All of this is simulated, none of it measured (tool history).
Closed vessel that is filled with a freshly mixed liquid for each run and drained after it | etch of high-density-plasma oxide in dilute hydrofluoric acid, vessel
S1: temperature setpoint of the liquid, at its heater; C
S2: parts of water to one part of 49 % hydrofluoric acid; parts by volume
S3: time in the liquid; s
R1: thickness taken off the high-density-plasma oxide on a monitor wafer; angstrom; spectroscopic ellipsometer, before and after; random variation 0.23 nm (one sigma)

run,hour,S1,S2,S3,R1
1,0.0,23.0,50,490,403.51
2,9.4,22.0,50,490,389.89
3,14.1,21.5,50,490,381.46
4,16.4,21.5,50,525,409.54
5,25.1,21.5,50,525,408.13
6,26.8,21.0,50,525,395.40
7,29.3,20.5,50,525,390.66
8,30.4,20.0,50,525,384.71
9,32.9,20.0,50,525,383.45

Forecast run 10:
10,42.0,20.0,50,525,?

R1: 383.17 angstrom

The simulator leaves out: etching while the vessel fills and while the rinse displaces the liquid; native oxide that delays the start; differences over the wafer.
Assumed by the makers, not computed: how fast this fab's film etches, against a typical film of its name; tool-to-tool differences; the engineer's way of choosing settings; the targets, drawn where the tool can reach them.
